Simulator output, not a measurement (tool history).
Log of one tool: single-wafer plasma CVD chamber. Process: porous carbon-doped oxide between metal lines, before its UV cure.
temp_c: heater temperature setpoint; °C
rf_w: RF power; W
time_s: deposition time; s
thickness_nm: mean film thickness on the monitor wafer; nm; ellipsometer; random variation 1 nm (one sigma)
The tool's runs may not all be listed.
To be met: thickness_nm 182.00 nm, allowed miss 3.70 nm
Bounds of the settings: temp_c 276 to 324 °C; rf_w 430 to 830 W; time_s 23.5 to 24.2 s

{"run": 1, "hour": 0.0, "temp_c": 300, "rf_w": 630, "time_s": 23.5, "thickness_nm": 151.24}
{"run": 2, "hour": 7.7, "temp_c": 305, "rf_w": 630, "time_s": 23.5, "thickness_nm": 147.77}
{"run": 3, "hour": 8.3, "temp_c": 305, "rf_w": 665, "time_s": 23.5, "thickness_nm": 153.46}
{"run": 4, "hour": 15.5, "temp_c": 295, "rf_w": 665, "time_s": 23.5, "thickness_nm": 161.49}
{"run": 5, "hour": 24.0, "temp_c": 293, "rf_w": 670, "time_s": 23.5, "thickness_nm": 163.68}
{"run": 6, "hour": 28.7, "temp_c": 291, "rf_w": 675, "time_s": 23.5, "thickness_nm": 165.83}
{"run": 7, "hour": 30.6, "temp_c": 290, "rf_w": 680, "time_s": 23.5, "thickness_nm": 167.58}
{"run": 8, "hour": 31.3, "temp_c": 290, "rf_w": 680, "time_s": 23.5, "thickness_nm": 167.89}
{"run": 9, "hour": 40.0, "temp_c": 289, "rf_w": 685, "time_s": 23.5, "thickness_nm": 168.58}
{"run": 10, "hour": 44.6, "temp_c": 288, "rf_w": 690, "time_s": 23.5, "thickness_nm": 172.01}
{"run": 11, "hour": 52.1, "temp_c": 287, "rf_w": 690, "time_s": 23.5, "thickness_nm": 172.53}
{"run": 12, "hour": 54.9, "temp_c": 286, "rf_w": 690, "time_s": 23.5, "thickness_nm": 174.81}
{"run": 13, "hour": 58.2, "temp_c": 286, "rf_w": 690, "time_s": 23.5, "thickness_nm": 174.64}
{"run": 14, "hour": 60.2, "temp_c": 285, "rf_w": 690, "time_s": 23.5, "thickness_nm": 173.76}
{"run": 15, "hour": 67.0, "temp_c": 284, "rf_w": 690, "time_s": 23.5, "thickness_nm": 175.21}

4 next moves are on the table. One of them brings every result within its allowed miss. Which?
{"run": "A", "hour": 73.8, "temp_c": 284, "rf_w": 695, "time_s": 24.2, "thickness_nm": "?"}
{"run": "B", "hour": 73.8, "temp_c": 281, "rf_w": 740, "time_s": 24.2, "thickness_nm": "?"}
{"run": "C", "hour": 73.8, "temp_c": 282, "rf_w": 655, "time_s": 23.5, "thickness_nm": "?"}
{"run": "D", "hour": 73.8, "temp_c": 287, "rf_w": 775, "time_s": 24.2, "thickness_nm": "?"}

move=A thickness_nm=181.09
move=B thickness_nm=192.05
move=C thickness_nm=170.96
move=D thickness_nm=191.74
A: meets every target
B: takes the result that was furthest off past its target
C: further off than the last run
D: takes the result that was furthest off past its target
Answer: A
